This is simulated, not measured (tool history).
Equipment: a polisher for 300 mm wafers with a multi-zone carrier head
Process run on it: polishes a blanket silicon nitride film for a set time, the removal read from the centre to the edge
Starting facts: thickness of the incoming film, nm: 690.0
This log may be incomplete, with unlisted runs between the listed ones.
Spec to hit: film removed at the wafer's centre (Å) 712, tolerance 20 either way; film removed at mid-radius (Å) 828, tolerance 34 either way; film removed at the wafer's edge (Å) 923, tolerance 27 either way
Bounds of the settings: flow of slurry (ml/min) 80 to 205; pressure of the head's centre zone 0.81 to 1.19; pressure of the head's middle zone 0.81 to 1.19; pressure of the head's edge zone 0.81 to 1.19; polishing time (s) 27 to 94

run	hour	flow of slurry (ml/min)	pressure of the head's centre zone	pressure of the head's middle zone	pressure of the head's edge zone	polishing time (s)	film removed at the wafer's centre (Å)	film removed at mid-radius (Å)	film removed at the wafer's edge (Å)
1	0	135	1	1	1	60	1520.5	1603.5	1542.2
2	1.5	135	1	1	0.91	60	1508.6	1624.9	1483
3	7.5	120	0.93	0.95	0.94	51	1131.9	1252.4	1244.3
4	9.5	120	0.93	0.87	0.94	51	1148.4	1181.5	1261
5	15.5	120	0.89	0.87	0.94	51	1115.6	1186.3	1246.4
6	22.2	120	0.95	0.87	0.94	51	1173.8	1174.4	1266.5
7	27	105	0.9	0.87	0.95	46	968.98	1008.7	1106.7
8	32.7	95	0.87	0.89	0.97	44	859.56	982.72	1042.1
9	35.2	90	0.85	0.87	0.97	42	779.39	876.11	987.41
10	42.2	90	0.85	0.87	0.97	42	783.39	876.56	990.12
11	50.8	85	0.84	0.87	0.96	41	726.4	839.19	956.36
12	53	85	0.85	0.88	0.94	41	728.48	843.98	937.9

Pick the move, out of 5, that brings all results within their allowed miss; only one does.
A	55.2	80	0.84	0.88	0.95	41	?	?	?
B	55.2	85	0.83	0.84	0.89	43	?	?	?
C	55.2	120	0.83	0.89	0.92	38	?	?	?
D	55.2	85	0.86	0.91	0.82	40	?	?	?
E	55.2	85	0.9	0.81	0.97	41	?	?	?

move	film removed at the wafer's centre (Å)	film removed at mid-radius (Å)	film removed at the wafer's edge (Å)
A	724.37	814.47	934.19
B	773.1	843.43	966.79
C	779.34	875.94	935.85
D	745.76	838.13	866.13
E	799.72	780.27	959.89
A: every result lands within tolerance
B: lands further from the targets than the last run did
C: lands further from the targets than the last run did
D: lands further from the targets than the last run did
E: lands further from the targets than the last run did
The move that meets every target is A.

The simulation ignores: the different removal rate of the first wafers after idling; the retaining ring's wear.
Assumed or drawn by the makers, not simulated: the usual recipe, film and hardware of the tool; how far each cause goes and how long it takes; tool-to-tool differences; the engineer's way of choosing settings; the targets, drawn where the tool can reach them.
